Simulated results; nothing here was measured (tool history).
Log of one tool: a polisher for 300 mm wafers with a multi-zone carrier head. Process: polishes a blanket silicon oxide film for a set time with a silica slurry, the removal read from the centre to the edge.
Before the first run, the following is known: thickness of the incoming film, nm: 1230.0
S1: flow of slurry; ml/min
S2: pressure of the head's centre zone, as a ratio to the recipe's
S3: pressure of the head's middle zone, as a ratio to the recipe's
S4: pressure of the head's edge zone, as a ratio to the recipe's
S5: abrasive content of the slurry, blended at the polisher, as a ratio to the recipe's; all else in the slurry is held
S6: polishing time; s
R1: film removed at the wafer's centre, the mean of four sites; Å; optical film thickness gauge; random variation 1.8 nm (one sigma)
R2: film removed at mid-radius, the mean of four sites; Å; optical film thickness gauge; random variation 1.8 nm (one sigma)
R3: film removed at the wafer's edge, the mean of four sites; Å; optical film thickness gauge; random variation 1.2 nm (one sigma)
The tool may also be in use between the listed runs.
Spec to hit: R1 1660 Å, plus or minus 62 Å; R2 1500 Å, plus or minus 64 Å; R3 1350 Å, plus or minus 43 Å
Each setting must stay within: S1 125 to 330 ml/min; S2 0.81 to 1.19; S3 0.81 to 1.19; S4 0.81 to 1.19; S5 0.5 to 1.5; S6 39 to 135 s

run,hour,S1,S2,S3,S4,S5,S6,R1,R2,R3
1,0,210,1,1,1,1,87,2308.5,2333.5,2374.4
2,8.8,210,1,1,0.93,1,87,2381.3,2360.6,2283.5
3,9.9,210,1.08,1,0.93,1,87,2508.4,2396.1,2239.8
4,14.1,205,1.09,0.99,0.9,0.85,81,2104.7,1881.9,1856.8
5,20.3,205,1.09,0.99,0.9,0.85,96,2513.1,2291.4,2166.7
6,22.9,205,1.09,0.99,0.9,0.75,96,2234.1,2044.9,1990.4
7,29.7,205,1.09,0.99,0.9,0.75,96,2267.2,2077.5,1975.4
8,31.6,200,1.1,1.01,0.87,0.65,92,1888.6,1737.9,1634.1

Which one of the following 5 next-run settings gets every result inside its allowed miss? There is exactly one.
A,33.5,220,1.14,1.04,0.86,0.8,63,?,?,?
B,33.5,240,1.08,0.96,0.9,0.6,88,?,?,?
C,33.5,255,1.09,1.08,0.91,0.5,116,?,?,?
D,33.5,230,1.09,1.08,0.89,0.7,75,?,?,?
E,33.5,190,1.09,0.97,0.95,0.65,82,?,?,?

move,R1,R2,R3
A,1654.3,1521.5,1337.6
B,1641.6,1498.3,1428
C,1676.6,1658.6,1445.8
D,1674.1,1658.1,1434.6
E,1647.6,1506.1,1470.4
A: in spec on every target
B: better than the last run, though not everything is in spec
C: better than the last run, though not everything is in spec
D: better than the last run, though not everything is in spec
E: better than the last run, though not everything is in spec
A meets every target.

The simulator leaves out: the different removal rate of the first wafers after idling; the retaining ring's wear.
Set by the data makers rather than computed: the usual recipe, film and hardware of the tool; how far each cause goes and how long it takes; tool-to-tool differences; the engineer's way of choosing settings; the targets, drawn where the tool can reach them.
